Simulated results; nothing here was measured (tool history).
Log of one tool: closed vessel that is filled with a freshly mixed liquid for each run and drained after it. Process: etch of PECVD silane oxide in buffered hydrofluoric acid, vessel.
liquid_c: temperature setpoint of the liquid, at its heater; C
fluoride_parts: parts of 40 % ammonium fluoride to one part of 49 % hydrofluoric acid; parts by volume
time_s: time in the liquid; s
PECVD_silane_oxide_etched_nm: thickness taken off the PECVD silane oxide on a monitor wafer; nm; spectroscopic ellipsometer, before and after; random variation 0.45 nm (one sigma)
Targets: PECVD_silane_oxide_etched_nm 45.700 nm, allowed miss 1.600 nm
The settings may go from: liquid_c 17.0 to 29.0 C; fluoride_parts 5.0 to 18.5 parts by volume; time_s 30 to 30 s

| run | hour | liquid_c | fluoride_parts | time_s | PECVD_silane_oxide_etched_nm |
|---|---|---|---|---|---|
| 1 | 0.0 | 21.0 | 11.5 | 30 | 75.527 |
| 2 | 3.4 | 21.0 | 11.5 | 30 | 74.719 |
| 3 | 10.4 | 24.0 | 11.5 | 30 | 87.304 |
| 4 | 12.8 | 22.5 | 12.5 | 30 | 74.596 |
| 5 | 20.2 | 21.5 | 13.0 | 30 | 67.290 |
| 6 | 26.9 | 20.5 | 13.5 | 30 | 61.420 |
| 7 | 30.2 | 20.0 | 14.0 | 30 | 58.377 |
| 8 | 35.4 | 19.5 | 14.5 | 30 | 54.150 |
| 9 | 37.9 | 19.0 | 14.5 | 30 | 52.806 |
| 10 | 41.5 | 18.5 | 14.5 | 30 | 51.413 |
| 11 | 42.6 | 18.0 | 14.5 | 30 | 50.286 |

Which of these 4 next moves meets every target?
| A | 43.7 | 18.5 | 18.0 | 30 | ? |
| B | 43.7 | 20.5 | 18.5 | 30 | ? |
| C | 43.7 | 17.0 | 13.5 | 30 | ? |
| D | 43.7 | 18.0 | 17.5 | 30 | ? |

| move | PECVD_silane_oxide_etched_nm |
|---|---|
| A | 41.521 |
| B | 45.230 |
| C | 50.611 |
| D | 41.497 |
A: takes the result that was furthest off past its target
B: meets every target
C: further off than the last run
D: takes the result that was furthest off past its target
Answer: B
